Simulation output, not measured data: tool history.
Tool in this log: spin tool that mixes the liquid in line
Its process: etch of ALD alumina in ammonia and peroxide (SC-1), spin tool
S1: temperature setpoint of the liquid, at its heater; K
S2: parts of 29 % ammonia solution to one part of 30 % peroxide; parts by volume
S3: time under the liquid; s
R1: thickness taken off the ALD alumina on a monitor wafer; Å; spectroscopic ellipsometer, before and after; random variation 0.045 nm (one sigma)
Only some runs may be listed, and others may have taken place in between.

Run 1, hour 0.0: S1 331.15 K, S2 0.45 parts by volume, S3 135 s. Result: R1 120.290 Å.
Run 2, hour 4.3: S1 331.15 K, S2 0.45 parts by volume, S3 145 s. Result: R1 129.520 Å.
Run 3, hour 6.7: S1 329.15 K, S2 0.45 parts by volume, S3 145 s. Result: R1 116.830 Å.
Run 4, hour 7.8: S1 329.15 K, S2 0.45 parts by volume, S3 135 s. Result: R1 109.500 Å.
Run 5, hour 13.8: S1 332.65 K, S2 0.45 parts by volume, S3 135 s. Result: R1 131.270 Å.
Run 6, hour 22.7: S1 332.65 K, S2 0.45 parts by volume, S3 145 s. Result: R1 141.960 Å.

Run 7, settings as shown, results not yet in. Your forecast:
Run 7, hour 24.2: S1 324.65 K, S2 0.45 parts by volume, S3 145 s. Result: R1 ?.

R1: 92.196 Å
